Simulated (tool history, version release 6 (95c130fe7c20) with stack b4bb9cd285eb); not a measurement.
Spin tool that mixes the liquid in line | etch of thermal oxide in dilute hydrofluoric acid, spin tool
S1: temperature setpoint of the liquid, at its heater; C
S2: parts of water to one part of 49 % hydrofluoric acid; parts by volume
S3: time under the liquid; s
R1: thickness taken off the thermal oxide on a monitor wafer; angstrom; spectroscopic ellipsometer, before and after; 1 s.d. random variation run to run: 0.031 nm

{"run": 1, "hour": 0.0, "S1": 20, "S2": 245, "S3": 320, "R1": 41.155}
{"run": 2, "hour": 1.4, "S1": 19.5, "S2": 250, "S3": 320, "R1": 38.988}
{"run": 3, "hour": 6.7, "S1": 19, "S2": 255, "S3": 320, "R1": 37}
{"run": 4, "hour": 12.5, "S1": 18.5, "S2": 255, "S3": 320, "R1": 36.165}
{"run": 5, "hour": 19.9, "S1": 18.5, "S2": 190, "S3": 320, "R1": 52.921}
{"run": 6, "hour": 24.3, "S1": 18, "S2": 205, "S3": 320, "R1": 47.165}

The next listed run, before its measurement:
{"run": 7, "hour": 28.7, "S1": 18, "S2": 215, "S3": 320, "R1": "?"}

{"run 7": {"R1": 44.346}}
